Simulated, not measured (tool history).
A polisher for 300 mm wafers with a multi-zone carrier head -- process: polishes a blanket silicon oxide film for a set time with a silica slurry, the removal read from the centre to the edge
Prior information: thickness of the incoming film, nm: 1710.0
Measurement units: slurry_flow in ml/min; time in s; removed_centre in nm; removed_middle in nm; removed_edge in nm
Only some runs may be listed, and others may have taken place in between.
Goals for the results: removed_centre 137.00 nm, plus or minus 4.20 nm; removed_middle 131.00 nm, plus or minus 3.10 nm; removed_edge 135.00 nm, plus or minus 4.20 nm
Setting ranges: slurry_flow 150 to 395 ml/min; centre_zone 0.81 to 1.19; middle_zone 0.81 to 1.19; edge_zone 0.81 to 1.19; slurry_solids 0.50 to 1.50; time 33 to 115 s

run  hour  slurry_flow  centre_zone  middle_zone  edge_zone  slurry_solids  time  removed_centre  removed_middle  removed_edge
  1   0.0          250         1.00         1.00       1.00           1.00    73          255.43          251.74        253.83
  2   7.2          250         1.00         1.00       1.00           1.00    65          228.47          226.76        227.55
  3  11.2          250         1.00         1.00       1.00           1.10    65          235.25          236.18        235.18
  4  14.3          245         0.99         0.99       0.98           1.00    62          219.92          213.06        212.21
  5  20.1          245         0.99         0.99       0.98           0.85    62          200.41          195.11        199.95
  6  21.7          240         0.98         0.98       0.96           0.80    61          184.78          182.88        186.29
  7  27.6          235         0.98         0.97       0.94           0.75    61          181.87          175.34        177.85
  8  33.6          230         0.96         0.95       0.92           0.70    61          170.64          168.12        171.42
  9  35.6          225         0.96         0.87       0.82           0.50    53          122.85          113.16        118.26
 10  41.3          235         0.96         0.88       0.84           0.50    53          122.99          113.92        119.79
 11  49.4          305         1.01         0.98       0.94           0.60    53          148.65          140.42        140.86
 12  53.7          305         1.00         0.97       0.93           0.60    53          145.41          140.29        140.83
 13  55.7          305         1.00         0.97       0.93           0.60    53          147.64          138.58        139.98

Which single option among these 5 for the next run brings every result within its allowed miss of target? Just one does.
  A  57.7          300         1.04         1.00       0.91           0.55    54               ?               ?             ?
  B  57.7          295         0.99         0.96       0.97           0.65    48               ?               ?             ?
  C  57.7          300         1.03         1.00       0.95           0.65    53               ?               ?             ?
  D  57.7          290         0.96         0.93       1.01           0.60    49               ?               ?             ?
  E  57.7          295         0.93         0.88       1.07           0.50    56               ?               ?             ?

move  removed_centre  removed_middle  removed_edge
   A          147.21          139.67        136.23
   B          136.38          131.46        136.83
   C          156.97          150.38        149.65
   D          128.99          124.95        136.26
   E          128.77          123.06        144.58
A: its largest miss is bigger than the last run's
B: each result inside its tolerance
C: its largest miss is bigger than the last run's
D: the result that was furthest off in the last run now lies on the other side of its target
E: the result that was furthest off in the last run now lies on the other side of its target
The move that meets every target is B.

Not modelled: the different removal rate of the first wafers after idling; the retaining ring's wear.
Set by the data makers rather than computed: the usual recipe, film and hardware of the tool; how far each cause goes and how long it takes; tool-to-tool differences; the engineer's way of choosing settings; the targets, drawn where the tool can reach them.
